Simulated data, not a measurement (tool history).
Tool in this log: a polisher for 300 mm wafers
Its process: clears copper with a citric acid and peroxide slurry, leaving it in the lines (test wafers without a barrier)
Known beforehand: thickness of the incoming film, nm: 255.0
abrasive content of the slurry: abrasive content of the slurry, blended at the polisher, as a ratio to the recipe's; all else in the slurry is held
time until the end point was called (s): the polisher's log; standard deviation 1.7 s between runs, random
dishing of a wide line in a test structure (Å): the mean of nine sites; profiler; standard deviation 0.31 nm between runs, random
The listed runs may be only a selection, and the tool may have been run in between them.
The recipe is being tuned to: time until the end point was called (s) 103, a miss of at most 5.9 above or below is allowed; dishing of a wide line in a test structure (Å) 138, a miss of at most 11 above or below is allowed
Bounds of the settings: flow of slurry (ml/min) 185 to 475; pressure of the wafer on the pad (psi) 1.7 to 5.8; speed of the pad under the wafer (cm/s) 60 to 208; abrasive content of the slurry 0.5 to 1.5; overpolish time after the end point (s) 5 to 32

run	day	flow of slurry (ml/min)	pressure of the wafer on the pad (psi)	speed of the pad under the wafer (cm/s)	abrasive content of the slurry	overpolish time after the end point (s)	time until the end point was called (s)	dishing of a wide line in a test structure (Å)
1	0	305	3.7	134	1	16	56.423	448.06
2	0.283	305	3.3	130	1	14	66.794	346.89
3	0.429	305	3.3	144	1	14	59.048	366.19
4	0.492	305	3	140	1	12	66.715	300.25
5	0.617	300	2.7	138	1	11	76.578	244.22
6	0.942	300	2.7	138	1	6	74.925	141.6
7	1.167	300	2.5	138	1	6	79.561	128.44
8	1.438	300	2.3	138	1	7	91.047	139.63
9	1.75	300	2.2	138	1	7	90.391	137.79
10	1.838	300	2.1	138	1	7	96.061	130.97
11	1.904	300	1.9	136	1	10	107.22	153.37

Exactly one of the 5 candidate moves below puts every result within its allowed miss. Which one?
A	1.971	300	1.8	130	1.1	12	?	?
B	1.971	260	1.7	168	1	9	?	?
C	1.971	280	1.8	128	1	12	?	?
D	1.971	300	1.9	132	1.25	8	?	?
E	1.971	290	2.1	110	0.9	12	?	?

move	time until the end point was called (s)	dishing of a wide line in a test structure (Å)
A	114.79	184.83
B	97.415	164.89
C	119.15	178.75
D	104.95	138.8
E	121.02	177.27
A: its largest miss is bigger than the last run's
B: its largest miss is bigger than the last run's
C: its largest miss is bigger than the last run's
D: each result inside its tolerance
E: its largest miss is bigger than the last run's
Move D is the one to make.
